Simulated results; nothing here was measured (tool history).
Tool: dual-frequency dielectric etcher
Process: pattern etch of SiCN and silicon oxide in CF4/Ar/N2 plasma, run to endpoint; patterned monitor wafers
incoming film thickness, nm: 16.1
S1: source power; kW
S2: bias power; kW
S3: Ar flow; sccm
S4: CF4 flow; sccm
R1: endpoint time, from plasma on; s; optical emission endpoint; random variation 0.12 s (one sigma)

Run 1, day 0: S1 0.39 kW, S2 0.089 kW, S3 76 sccm, S4 67 sccm. Result: R1 18.078 s.
Run 2, day 0.242: S1 0.39 kW, S2 0.089 kW, S3 76 sccm, S4 61 sccm. Result: R1 18.144 s.
Run 3, day 0.425: S1 0.39 kW, S2 0.089 kW, S3 81 sccm, S4 61 sccm. Result: R1 18.223 s.
Run 4, day 0.483: S1 0.44 kW, S2 0.089 kW, S3 81 sccm, S4 61 sccm. Result: R1 16.378 s.
Run 5, day 0.671: S1 0.39 kW, S2 0.087 kW, S3 81 sccm, S4 61 sccm. Result: R1 18.43 s.
Run 6, day 0.925: S1 0.36 kW, S2 0.086 kW, S3 81 sccm, S4 61 sccm. Result: R1 19.755 s.
Run 7, day 1.004: S1 0.33 kW, S2 0.085 kW, S3 81 sccm, S4 61 sccm. Result: R1 21.877 s.

The next listed run, before its measurement:
Run 8, day 1.046: S1 0.32 kW, S2 0.085 kW, S3 81 sccm, S4 61 sccm. Result: R1 ?.

{"run 8": {"R1": 22.666}}
